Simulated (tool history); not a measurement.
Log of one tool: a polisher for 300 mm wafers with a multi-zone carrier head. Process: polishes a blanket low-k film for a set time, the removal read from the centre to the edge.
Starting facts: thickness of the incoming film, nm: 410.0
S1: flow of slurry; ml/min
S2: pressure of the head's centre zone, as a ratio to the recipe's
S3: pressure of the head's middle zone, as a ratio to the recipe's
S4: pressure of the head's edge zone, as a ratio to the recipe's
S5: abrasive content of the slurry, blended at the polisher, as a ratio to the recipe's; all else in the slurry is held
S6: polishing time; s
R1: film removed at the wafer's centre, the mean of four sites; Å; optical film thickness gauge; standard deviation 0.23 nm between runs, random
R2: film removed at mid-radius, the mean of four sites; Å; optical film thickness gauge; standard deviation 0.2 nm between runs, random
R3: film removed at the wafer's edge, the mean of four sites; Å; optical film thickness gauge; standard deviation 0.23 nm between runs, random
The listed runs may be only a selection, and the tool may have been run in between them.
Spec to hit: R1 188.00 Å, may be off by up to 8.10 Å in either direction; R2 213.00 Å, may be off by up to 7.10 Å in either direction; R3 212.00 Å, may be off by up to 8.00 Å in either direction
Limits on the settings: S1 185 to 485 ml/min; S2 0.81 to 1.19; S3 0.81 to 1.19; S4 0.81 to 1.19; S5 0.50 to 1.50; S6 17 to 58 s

{"run": 1, "hour": 0.0, "S1": 310, "S2": 1.0, "S3": 1.0, "S4": 1.0, "S5": 1.0, "S6": 37, "R1": 147.75, "R2": 145.74, "R3": 145.45}
{"run": 2, "hour": 1.1, "S1": 310, "S2": 0.99, "S3": 1.01, "S4": 1.02, "S5": 1.1, "S6": 38, "R1": 159.87, "R2": 159.62, "R3": 157.46}
{"run": 3, "hour": 5.7, "S1": 310, "S2": 0.97, "S3": 1.01, "S4": 1.04, "S5": 1.15, "S6": 38, "R1": 155.88, "R2": 166.02, "R3": 162.2}
{"run": 4, "hour": 12.6, "S1": 310, "S2": 0.97, "S3": 1.01, "S4": 1.04, "S5": 1.15, "S6": 44, "R1": 183.2, "R2": 190.57, "R3": 187.73}
{"run": 5, "hour": 18.4, "S1": 310, "S2": 0.97, "S3": 1.01, "S4": 1.08, "S5": 1.15, "S6": 44, "R1": 180.9, "R2": 190.34, "R3": 192.0}
{"run": 6, "hour": 19.9, "S1": 315, "S2": 0.97, "S3": 1.02, "S4": 1.1, "S5": 1.15, "S6": 44, "R1": 182.06, "R2": 193.63, "R3": 191.22}
{"run": 7, "hour": 24.0, "S1": 315, "S2": 0.96, "S3": 1.02, "S4": 1.11, "S5": 1.2, "S6": 44, "R1": 183.21, "R2": 197.17, "R3": 194.01}
{"run": 8, "hour": 30.5, "S1": 310, "S2": 0.95, "S3": 1.02, "S4": 1.12, "S5": 1.25, "S6": 44, "R1": 188.63, "R2": 199.48, "R3": 201.08}
{"hour": 33.2, "done": "worn pad replaced by a new one"}
{"run": 9, "hour": 33.2, "S1": 330, "S2": 0.91, "S3": 1.09, "S4": 1.18, "S5": 1.3, "S6": 44, "R1": 207.54, "R2": 244.88, "R3": 244.45}
{"run": 10, "hour": 34.9, "S1": 315, "S2": 0.91, "S3": 1.08, "S4": 1.17, "S5": 1.3, "S6": 44, "R1": 206.51, "R2": 242.51, "R3": 235.19}
{"run": 11, "hour": 36.8, "S1": 310, "S2": 0.91, "S3": 1.07, "S4": 1.16, "S5": 1.3, "S6": 44, "R1": 207.27, "R2": 242.25, "R3": 242.59}
{"run": 12, "hour": 44.7, "S1": 310, "S2": 0.91, "S3": 1.07, "S4": 1.16, "S5": 1.3, "S6": 44, "R1": 209.49, "R2": 242.79, "R3": 235.72}

Next run, 4 choices. One meets every target within its allowed miss, the rest don't. Which?
{"run": "A", "hour": 52.6, "S1": 370, "S2": 0.91, "S3": 1.03, "S4": 1.12, "S5": 1.05, "S6": 44, "R1": "?", "R2": "?", "R3": "?"}
{"run": "B", "hour": 52.6, "S1": 195, "S2": 1.0, "S3": 1.1, "S4": 1.16, "S5": 1.15, "S6": 40, "R1": "?", "R2": "?", "R3": "?"}
{"run": "C", "hour": 52.6, "S1": 200, "S2": 1.01, "S3": 1.12, "S4": 1.11, "S5": 1.5, "S6": 45, "R1": "?", "R2": "?", "R3": "?"}
{"run": "D", "hour": 52.6, "S1": 240, "S2": 0.86, "S3": 1.13, "S4": 1.19, "S5": 1.3, "S6": 46, "R1": "?", "R2": "?", "R3": "?"}

move=A R1=190.34 R2=215.19 R3=213.40
move=B R1=186.63 R2=204.12 R3=197.77
move=C R1=239.89 R2=263.68 R3=245.66
move=D R1=200.78 R2=261.05 R3=248.71
A: hits every target within its allowed miss
B: takes the result that was furthest off past its target
C: its largest miss is bigger than the last run's
D: its largest miss is bigger than the last run's
A is the move that brings every result within its allowed miss.
